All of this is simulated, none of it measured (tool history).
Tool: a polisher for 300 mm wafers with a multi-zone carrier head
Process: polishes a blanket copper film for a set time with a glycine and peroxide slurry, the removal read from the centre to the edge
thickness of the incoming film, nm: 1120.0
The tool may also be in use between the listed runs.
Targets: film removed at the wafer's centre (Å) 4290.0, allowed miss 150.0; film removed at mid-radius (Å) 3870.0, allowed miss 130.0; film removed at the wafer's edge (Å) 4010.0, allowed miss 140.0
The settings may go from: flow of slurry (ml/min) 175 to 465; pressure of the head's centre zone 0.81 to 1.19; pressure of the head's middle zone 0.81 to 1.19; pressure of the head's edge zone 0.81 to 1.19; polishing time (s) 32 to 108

| run | hour | flow of slurry (ml/min) | pressure of the head's centre zone | pressure of the head's middle zone | pressure of the head's edge zone | polishing time (s) | film removed at the wafer's centre (Å) | film removed at mid-radius (Å) | film removed at the wafer's edge (Å) |
|---|---|---|---|---|---|---|---|---|---|
| 1 | 0.0 | 295 | 1.00 | 1.00 | 1.00 | 70 | 3309.0 | 3363.3 | 3364.4 |
| 2 | 8.7 | 305 | 1.05 | 1.01 | 1.04 | 72 | 3480.5 | 3494.7 | 3492.6 |
| 3 | 13.3 | 310 | 1.08 | 1.00 | 1.05 | 75 | 3756.9 | 3593.9 | 3681.2 |
| 4 | 21.0 | 310 | 1.08 | 0.96 | 1.05 | 75 | 3777.4 | 3519.7 | 3752.9 |
| 5 | 23.5 | 320 | 1.10 | 0.97 | 1.06 | 76 | 3952.3 | 3536.1 | 3782.3 |
| 6 | 24.1 | 280 | 1.10 | 0.97 | 1.06 | 76 | 3855.7 | 3581.8 | 3701.8 |
| 7 | 29.4 | 300 | 1.12 | 0.98 | 1.07 | 77 | 4015.3 | 3609.5 | 3765.8 |
| 8 | 33.9 | 315 | 1.12 | 0.99 | 1.08 | 78 | 4086.1 | 3730.1 | 3964.1 |
| 9 | 38.6 | 320 | 1.13 | 1.00 | 1.08 | 78 | 3984.8 | 3785.1 | 3937.2 |

5 next moves are on the table. One of them brings every result within its allowed miss. Which?
| A | 43.3 | 395 | 1.11 | 1.11 | 1.18 | 74 | ? | ? | ? |
| B | 43.3 | 255 | 1.09 | 1.02 | 1.03 | 75 | ? | ? | ? |
| C | 43.3 | 330 | 1.13 | 0.97 | 1.03 | 82 | ? | ? | ? |
| D | 43.3 | 410 | 1.05 | 1.11 | 1.16 | 75 | ? | ? | ? |
| E | 43.3 | 425 | 1.03 | 1.09 | 1.18 | 75 | ? | ? | ? |

| move | film removed at the wafer's centre (Å) | film removed at mid-radius (Å) | film removed at the wafer's edge (Å) |
|---|---|---|---|
| A | 3870.9 | 3994.8 | 3900.7 |
| B | 3726.8 | 3643.8 | 3601.3 |
| C | 4283.0 | 3898.7 | 4003.2 |
| D | 3774.0 | 4059.8 | 3925.7 |
| E | 3729.6 | 4006.4 | 3968.9 |
A: further off than the last run
B: further off than the last run
C: meets every target
D: further off than the last run
E: further off than the last run
Move C is the one to make.
